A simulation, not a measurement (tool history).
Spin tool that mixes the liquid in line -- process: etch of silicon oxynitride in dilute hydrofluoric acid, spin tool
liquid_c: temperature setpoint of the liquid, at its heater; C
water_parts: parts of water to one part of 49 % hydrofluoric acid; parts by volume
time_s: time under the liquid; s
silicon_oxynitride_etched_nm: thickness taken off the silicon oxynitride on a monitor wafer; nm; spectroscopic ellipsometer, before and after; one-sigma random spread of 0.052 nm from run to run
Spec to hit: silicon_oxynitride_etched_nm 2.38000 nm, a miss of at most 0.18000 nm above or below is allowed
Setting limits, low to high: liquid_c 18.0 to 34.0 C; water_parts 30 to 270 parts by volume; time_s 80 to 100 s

run    day  liquid_c  water_parts  time_s  silicon_oxynitride_etched_nm
  1  0.000      26.0          150     100                       1.17520
  2  0.221      26.0          180     100                       0.94389
  3  0.533      27.0          160     100                       1.09510
  4  0.729      24.5          160     100                       0.98110
  5  1.062      24.5          160      80                       0.78396
  6  1.329      26.0          145      80                       0.95409
     1.458  -- hydrofluoric acid flow meter replaced
  7  1.458      27.0          125      80                       1.08340
  8  1.729      28.0          105      85                       1.46150
  9  1.838      29.0          100      85                       1.63950
 10  1.942      30.0           95      85                       1.76690

Which of these 5 next moves meets every target?
  A  2.046      29.5           85     100                             ?
  B  2.046      28.0           95      80                             ?
  C  2.046      31.0           90      85                             ?
  D  2.046      29.5          115      80                             ?
  E  2.046      30.0          110      85                             ?

move  silicon_oxynitride_etched_nm
   A                       2.32430
   B                       1.53830
   C                       1.98630
   D                       1.33360
   E                       1.52230
A: all results land within tolerance of their targets
B: the biggest miss grows against the last run
C: nearer than the last run, and not there yet
D: the biggest miss grows against the last run
E: the biggest miss grows against the last run
Move A is the one to make.
